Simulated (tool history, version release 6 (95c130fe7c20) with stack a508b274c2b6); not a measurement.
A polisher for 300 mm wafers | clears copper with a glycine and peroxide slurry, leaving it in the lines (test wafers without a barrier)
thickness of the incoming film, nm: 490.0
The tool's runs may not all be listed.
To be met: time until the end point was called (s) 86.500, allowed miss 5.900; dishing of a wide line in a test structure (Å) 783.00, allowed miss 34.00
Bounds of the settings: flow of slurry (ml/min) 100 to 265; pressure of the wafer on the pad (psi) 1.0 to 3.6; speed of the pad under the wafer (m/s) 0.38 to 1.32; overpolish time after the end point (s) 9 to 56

run	hour	flow of slurry (ml/min)	pressure of the wafer on the pad (psi)	speed of the pad under the wafer (m/s)	overpolish time after the end point (s)	time until the end point was called (s)	dishing of a wide line in a test structure (Å)
1	0.0	170	2.3	0.84	29	142.920	545.35
2	4.1	170	2.3	0.64	29	171.030	479.58
3	13.0	170	2.3	0.64	35	171.630	546.79
4	15.1	175	2.7	0.72	33	138.730	603.02
5	17.5	175	2.7	0.94	33	113.530	664.07
6	23.3	175	2.7	1.14	33	96.261	702.18
7	24.9	175	2.8	1.14	34	93.922	731.78
8	32.1	175	2.9	1.14	34	89.438	729.84
# hour 40.2: worn pad replaced by a new one
9	40.2	175	2.9	1.14	34	81.644	762.53
10	43.3	175	2.9	1.14	35	79.329	772.62

Which of these 5 next moves meets every target?
A	46.4	180	3.0	1.00	30	?	?
B	46.4	165	3.1	1.22	35	?	?
C	46.4	175	3.6	1.02	27	?	?
D	46.4	200	2.5	1.20	42	?	?
E	46.4	170	3.2	1.04	27	?	?

move	time until the end point was called (s)	dishing of a wide line in a test structure (Å)
A	87.886	723.97
B	73.243	817.49
C	74.378	755.06
D	86.494	800.63
E	81.301	716.95
A: brings the result that was furthest off to its target, and leaves another outside
B: further off than the last run
C: further off than the last run
D: meets every target
E: brings the result that was furthest off to its target, and leaves another outside
Answer: D

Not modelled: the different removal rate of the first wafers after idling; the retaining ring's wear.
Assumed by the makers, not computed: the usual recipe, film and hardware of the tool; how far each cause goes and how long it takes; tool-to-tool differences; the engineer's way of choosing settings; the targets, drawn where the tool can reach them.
